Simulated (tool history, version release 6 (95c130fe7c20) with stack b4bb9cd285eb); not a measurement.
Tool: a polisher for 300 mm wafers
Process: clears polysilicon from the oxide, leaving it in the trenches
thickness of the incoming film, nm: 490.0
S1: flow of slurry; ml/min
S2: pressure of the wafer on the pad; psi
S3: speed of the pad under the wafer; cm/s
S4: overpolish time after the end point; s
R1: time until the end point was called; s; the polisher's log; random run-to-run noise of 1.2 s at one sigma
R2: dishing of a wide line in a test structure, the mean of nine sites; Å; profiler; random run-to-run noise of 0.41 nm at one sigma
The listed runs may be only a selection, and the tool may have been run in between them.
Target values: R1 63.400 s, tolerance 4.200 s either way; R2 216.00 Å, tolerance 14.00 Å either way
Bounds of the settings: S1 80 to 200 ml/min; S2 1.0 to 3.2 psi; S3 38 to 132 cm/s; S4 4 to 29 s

{"run": 1, "day": 0.0, "S1": 130, "S2": 2.1, "S3": 84, "S4": 15, "R1": 47.641, "R2": 573.82}
{"run": 2, "day": 0.346, "S1": 130, "S2": 1.9, "S3": 84, "S4": 15, "R1": 51.511, "R2": 557.27}
{"run": 3, "day": 0.671, "S1": 135, "S2": 1.6, "S3": 84, "S4": 11, "R1": 57.429, "R2": 456.42}
{"run": 4, "day": 0.979, "S1": 155, "S2": 1.4, "S3": 82, "S4": 9, "R1": 62.753, "R2": 384.51}
{"run": 5, "day": 1.021, "S1": 170, "S2": 1.3, "S3": 82, "S4": 7, "R1": 67.092, "R2": 323.34}
{"run": 6, "day": 1.283, "S1": 170, "S2": 1.3, "S3": 98, "S4": 7, "R1": 55.273, "R2": 362.47}
{"run": 7, "day": 1.358, "S1": 180, "S2": 1.2, "S3": 94, "S4": 6, "R1": 60.481, "R2": 302.37}
{"run": 8, "day": 1.421, "S1": 185, "S2": 1.1, "S3": 94, "S4": 5, "R1": 63.985, "R2": 256.44}

Which one of the following 4 next-run settings gets every result inside its allowed miss? There is exactly one.
{"run": "A", "day": 1.483, "S1": 200, "S2": 1.4, "S3": 98, "S4": 4, "R1": "?", "R2": "?"}
{"run": "B", "day": 1.483, "S1": 190, "S2": 1.0, "S3": 98, "S4": 7, "R1": "?", "R2": "?"}
{"run": "C", "day": 1.483, "S1": 190, "S2": 1.2, "S3": 108, "S4": 4, "R1": "?", "R2": "?"}
{"run": "D", "day": 1.483, "S1": 200, "S2": 1.0, "S3": 102, "S4": 4, "R1": "?", "R2": "?"}

move=A R1=53.051 R2=239.53
move=B R1=67.933 R2=303.07
move=C R1=54.477 R2=234.57
move=D R1=64.981 R2=203.43
A: moves toward the targets from the last run without getting all of them in spec
B: the biggest miss grows against the last run
C: moves toward the targets from the last run without getting all of them in spec
D: meets every target
So the answer is move D, the one that meets all the targets.
